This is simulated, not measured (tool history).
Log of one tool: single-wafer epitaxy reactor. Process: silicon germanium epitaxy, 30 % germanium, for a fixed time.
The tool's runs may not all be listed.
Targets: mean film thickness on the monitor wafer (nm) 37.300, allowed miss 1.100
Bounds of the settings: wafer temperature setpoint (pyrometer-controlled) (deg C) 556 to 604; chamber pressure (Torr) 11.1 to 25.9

run	hour	wafer temperature setpoint (pyrometer-controlled) (deg C)	chamber pressure (Torr)	mean film thickness on the monitor wafer (nm)
1	0.0	580	18.5	43.190
2	2.4	590	18.5	50.344
3	7.3	587	18.3	47.978
4	9.1	584	18.2	45.591
5	12.7	580	18.2	42.590
6	13.7	580	16.0	40.903
7	21.1	579	16.0	40.481
8	27.3	579	16.0	40.386
9	29.4	578	16.0	39.505
10	35.5	577	16.0	38.824

5 next moves are on the table. One of them brings every result within its allowed miss. Which?
A	41.6	573	17.6	?
B	41.6	580	15.9	?
C	41.6	577	18.3	?
D	41.6	581	15.2	?
E	41.6	579	15.7	?

move	mean film thickness on the monitor wafer (nm)
A	37.541
B	40.865
C	40.717
D	40.947
E	40.015
A: meets every target
B: further off than the last run
C: further off than the last run
D: further off than the last run
E: further off than the last run
Move A is the one to make.
